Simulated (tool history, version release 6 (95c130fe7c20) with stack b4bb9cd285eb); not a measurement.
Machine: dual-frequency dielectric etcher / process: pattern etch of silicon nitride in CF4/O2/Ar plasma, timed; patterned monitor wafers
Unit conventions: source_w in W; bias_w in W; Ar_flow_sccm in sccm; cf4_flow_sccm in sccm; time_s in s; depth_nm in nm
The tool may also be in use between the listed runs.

{"run": 1, "day": 0.0, "source_w": 670, "bias_w": 51, "Ar_flow_sccm": 127, "cf4_flow_sccm": 95, "time_s": 386.0, "depth_nm": 1037.8}
{"run": 2, "day": 0.129, "source_w": 670, "bias_w": 44, "Ar_flow_sccm": 127, "cf4_flow_sccm": 95, "time_s": 386.0, "depth_nm": 989.94}
{"run": 3, "day": 0.246, "source_w": 670, "bias_w": 40, "Ar_flow_sccm": 127, "cf4_flow_sccm": 95, "time_s": 386.0, "depth_nm": 953.71}
{"run": 4, "day": 0.538, "source_w": 670, "bias_w": 40, "Ar_flow_sccm": 127, "cf4_flow_sccm": 109, "time_s": 386.0, "depth_nm": 975.55}
{"run": 5, "day": 0.879, "source_w": 690, "bias_w": 40, "Ar_flow_sccm": 127, "cf4_flow_sccm": 109, "time_s": 386.0, "depth_nm": 996.62}
{"run": 6, "day": 1.083, "source_w": 690, "bias_w": 32, "Ar_flow_sccm": 127, "cf4_flow_sccm": 109, "time_s": 386.0, "depth_nm": 927.99}
{"day": 1.354, "done": "source power generator calibrated"}
{"run": 7, "day": 1.354, "source_w": 690, "bias_w": 32, "Ar_flow_sccm": 127, "cf4_flow_sccm": 109, "time_s": 386.0, "depth_nm": 890.76}
{"run": 8, "day": 1.712, "source_w": 730, "bias_w": 32, "Ar_flow_sccm": 127, "cf4_flow_sccm": 109, "time_s": 386.0, "depth_nm": 944.17}

What will run 9 give?
{"run": 9, "day": 1.762, "source_w": 760, "bias_w": 32, "Ar_flow_sccm": 127, "cf4_flow_sccm": 109, "time_s": 386.0, "depth_nm": "?"}

depth_nm: 980.52 nm
